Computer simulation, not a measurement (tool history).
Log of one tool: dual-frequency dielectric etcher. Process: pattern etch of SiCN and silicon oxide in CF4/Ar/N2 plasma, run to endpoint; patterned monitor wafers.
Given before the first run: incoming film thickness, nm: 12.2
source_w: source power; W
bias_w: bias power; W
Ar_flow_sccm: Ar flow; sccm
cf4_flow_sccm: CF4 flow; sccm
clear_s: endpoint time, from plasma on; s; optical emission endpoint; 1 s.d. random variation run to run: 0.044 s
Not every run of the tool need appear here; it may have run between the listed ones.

run  hour  source_w  bias_w  Ar_flow_sccm  cf4_flow_sccm  clear_s
  1   0.0       480      64            92             44   15.616
  2   6.6       510      64            92             44   14.983
  3  13.4       430      64            92             44   16.781
  4  19.4       430      64           102             44   17.244
  5  23.2       450      64           102             44   16.600
  6  27.3       470      64           102             44   16.192
  7  30.6       490      64           102             44   15.629
  8  37.1       510      64           102             44   15.254

The next listed run, before its measurement:
  9  42.9       520      64           102             44        ?

clear_s: 15.075 s
